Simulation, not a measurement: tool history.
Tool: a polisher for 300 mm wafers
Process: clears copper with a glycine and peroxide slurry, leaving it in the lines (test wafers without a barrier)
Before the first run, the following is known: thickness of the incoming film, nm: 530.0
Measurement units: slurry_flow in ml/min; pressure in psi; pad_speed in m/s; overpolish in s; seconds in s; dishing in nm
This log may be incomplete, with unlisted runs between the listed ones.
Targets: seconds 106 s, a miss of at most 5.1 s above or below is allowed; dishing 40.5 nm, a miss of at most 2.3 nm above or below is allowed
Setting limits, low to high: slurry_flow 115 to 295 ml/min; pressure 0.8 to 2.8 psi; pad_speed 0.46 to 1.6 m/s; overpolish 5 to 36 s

run 1 hour=0 | slurry_flow=190 pressure=1.8 pad_speed=1.02 overpolish=18 | seconds=128.55 dishing=46.362
run 2 hour=5.3 | slurry_flow=190 pressure=1.9 pad_speed=1.04 overpolish=16 | seconds=123 dishing=42.473
run 3 hour=9.5 | slurry_flow=190 pressure=2 pad_speed=1.04 overpolish=15 | seconds=119.18 dishing=42.1
run 4 hour=13.5 | slurry_flow=190 pressure=2.2 pad_speed=1.04 overpolish=15 | seconds=114.26 dishing=44.5
run 5 hour=17 | slurry_flow=155 pressure=2.2 pad_speed=1.04 overpolish=15 | seconds=117.05 dishing=43.512
run 6 hour=23.1 | slurry_flow=155 pressure=2.2 pad_speed=1.04 overpolish=18 | seconds=115.4 dishing=48.741
run 7 hour=32.2 | slurry_flow=155 pressure=2.3 pad_speed=1.06 overpolish=16 | seconds=113.2 dishing=46.061
run 8 hour=38.1 | slurry_flow=160 pressure=2.3 pad_speed=1.08 overpolish=15 | seconds=114.11 dishing=46.359

Exercise: of the 5 proposed moves below, exactly one satisfies all targets within the stated allowed misses. Which move is it?
run A hour=44 | slurry_flow=135 pressure=2.2 pad_speed=1 overpolish=15 | seconds=? dishing=?
run B hour=44 | slurry_flow=175 pressure=1.8 pad_speed=1.14 overpolish=17 | seconds=? dishing=?
run C hour=44 | slurry_flow=170 pressure=2.3 pad_speed=1.12 overpolish=18 | seconds=? dishing=?
run D hour=44 | slurry_flow=190 pressure=2 pad_speed=1.24 overpolish=13 | seconds=? dishing=?
run E hour=44 | slurry_flow=150 pressure=2.3 pad_speed=1.02 overpolish=21 | seconds=? dishing=?

move=A seconds=121.8 dishing=40.973
move=B seconds=119.49 dishing=45.301
move=C seconds=105.72 dishing=52.207
move=D seconds=105.55 dishing=40.614
move=E seconds=114.69 dishing=55.15
A: brings the last run's worst result on target, with another outside its allowed miss
B: about the same distance from the targets as the last run
C: moves away from the targets compared with the last run
D: in spec on every target
E: moves away from the targets compared with the last run
The move that meets every target is D.

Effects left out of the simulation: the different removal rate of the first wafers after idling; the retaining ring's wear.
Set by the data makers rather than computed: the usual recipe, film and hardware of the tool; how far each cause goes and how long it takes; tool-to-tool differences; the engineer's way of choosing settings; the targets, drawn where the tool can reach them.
